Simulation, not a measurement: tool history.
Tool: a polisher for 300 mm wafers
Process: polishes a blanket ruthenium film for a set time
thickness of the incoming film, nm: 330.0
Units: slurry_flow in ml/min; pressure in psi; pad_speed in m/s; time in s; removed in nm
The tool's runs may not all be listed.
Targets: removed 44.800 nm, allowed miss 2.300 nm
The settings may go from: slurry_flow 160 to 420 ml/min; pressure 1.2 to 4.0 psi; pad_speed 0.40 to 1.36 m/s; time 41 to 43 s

{"run": 1, "hour": 0.0, "slurry_flow": 270, "pressure": 2.6, "pad_speed": 0.88, "time": 41, "removed": 56.6}
{"run": 2, "hour": 8.1, "slurry_flow": 270, "pressure": 2.6, "pad_speed": 0.88, "time": 43, "removed": 57.471}
{"run": 3, "hour": 11.5, "slurry_flow": 270, "pressure": 2.4, "pad_speed": 0.88, "time": 43, "removed": 54.956}
{"run": 4, "hour": 18.8, "slurry_flow": 270, "pressure": 2.2, "pad_speed": 0.88, "time": 43, "removed": 53.721}
{"run": 5, "hour": 25.3, "slurry_flow": 270, "pressure": 2.2, "pad_speed": 0.88, "time": 43, "removed": 54.649}
{"run": 6, "hour": 31.6, "slurry_flow": 270, "pressure": 2.2, "pad_speed": 0.88, "time": 43, "removed": 52.003}
{"run": 7, "hour": 33.1, "slurry_flow": 270, "pressure": 2.1, "pad_speed": 0.88, "time": 43, "removed": 51.257}
{"run": 8, "hour": 35.3, "slurry_flow": 270, "pressure": 2.0, "pad_speed": 0.88, "time": 43, "removed": 50.352}
{"run": 9, "hour": 41.2, "slurry_flow": 270, "pressure": 1.9, "pad_speed": 0.88, "time": 43, "removed": 50.267}
{"run": 10, "hour": 49.2, "slurry_flow": 270, "pressure": 1.8, "pad_speed": 0.88, "time": 43, "removed": 47.534}

4 next moves are on the table. One of them brings every result within its allowed miss. Which?
{"run": "A", "hour": 57.2, "slurry_flow": 270, "pressure": 2.3, "pad_speed": 0.8, "time": 42, "removed": "?"}
{"run": "B", "hour": 57.2, "slurry_flow": 385, "pressure": 1.5, "pad_speed": 1.06, "time": 42, "removed": "?"}
{"run": "C", "hour": 57.2, "slurry_flow": 315, "pressure": 2.1, "pad_speed": 0.78, "time": 41, "removed": "?"}
{"run": "D", "hour": 57.2, "slurry_flow": 260, "pressure": 2.1, "pad_speed": 0.84, "time": 43, "removed": "?"}

move=A removed=49.239
move=B removed=50.747
move=C removed=45.440
move=D removed=49.558
A: further off than the last run
B: further off than the last run
C: meets every target
D: further off than the last run
Answer: C

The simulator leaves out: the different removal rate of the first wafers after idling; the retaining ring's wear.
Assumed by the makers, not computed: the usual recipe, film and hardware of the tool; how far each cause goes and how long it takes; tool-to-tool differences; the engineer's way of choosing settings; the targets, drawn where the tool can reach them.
